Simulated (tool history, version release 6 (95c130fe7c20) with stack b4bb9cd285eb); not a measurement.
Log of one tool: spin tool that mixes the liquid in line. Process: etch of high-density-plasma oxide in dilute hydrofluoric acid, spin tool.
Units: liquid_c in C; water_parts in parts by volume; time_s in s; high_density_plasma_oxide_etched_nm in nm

run	hour	liquid_c	water_parts	time_s	high_density_plasma_oxide_etched_nm
1	0	24	150	70	2.2566
2	0.7	24	110	70	3.2039
3	9.6	22.5	125	70	2.5965
4	18	22.5	150	70	2.1328
5	23.9	21.5	155	70	1.9607
6	27.4	20.5	160	70	1.8272

The next listed run, before its measurement:
7	35.8	20	165	70	?

high_density_plasma_oxide_etched_nm: 1.7331 nm
